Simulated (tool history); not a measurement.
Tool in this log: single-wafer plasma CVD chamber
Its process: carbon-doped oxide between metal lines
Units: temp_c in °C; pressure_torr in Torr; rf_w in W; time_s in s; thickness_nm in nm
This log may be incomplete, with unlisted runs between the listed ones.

{"run": 1, "day": 0.0, "temp_c": 345, "pressure_torr": 6.83, "rf_w": 425, "time_s": 28.7, "thickness_nm": 138.58}
{"run": 2, "day": 0.304, "temp_c": 351, "pressure_torr": 6.83, "rf_w": 425, "time_s": 28.7, "thickness_nm": 135.73}
{"run": 3, "day": 0.629, "temp_c": 351, "pressure_torr": 6.83, "rf_w": 425, "time_s": 28.7, "thickness_nm": 134.41}
{"run": 4, "day": 0.662, "temp_c": 347, "pressure_torr": 6.98, "rf_w": 445, "time_s": 28.8, "thickness_nm": 143.04}
{"run": 5, "day": 1.004, "temp_c": 347, "pressure_torr": 6.98, "rf_w": 445, "time_s": 28.7, "thickness_nm": 142.81}
{"run": 6, "day": 1.175, "temp_c": 347, "pressure_torr": 6.98, "rf_w": 445, "time_s": 29.7, "thickness_nm": 148.04}
{"run": 7, "day": 1.246, "temp_c": 344, "pressure_torr": 7.09, "rf_w": 455, "time_s": 29.7, "thickness_nm": 151.19}
{"run": 8, "day": 1.392, "temp_c": 342, "pressure_torr": 7.14, "rf_w": 465, "time_s": 29.7, "thickness_nm": 155.38}
{"run": 9, "day": 1.583, "temp_c": 342, "pressure_torr": 7.14, "rf_w": 465, "time_s": 29.7, "thickness_nm": 155.5}

Expected results for the next run?
{"run": 10, "day": 1.842, "temp_c": 341, "pressure_torr": 7.18, "rf_w": 470, "time_s": 29.7, "thickness_nm": "?"}

Run 10 produced thickness_nm 156.20 nm.
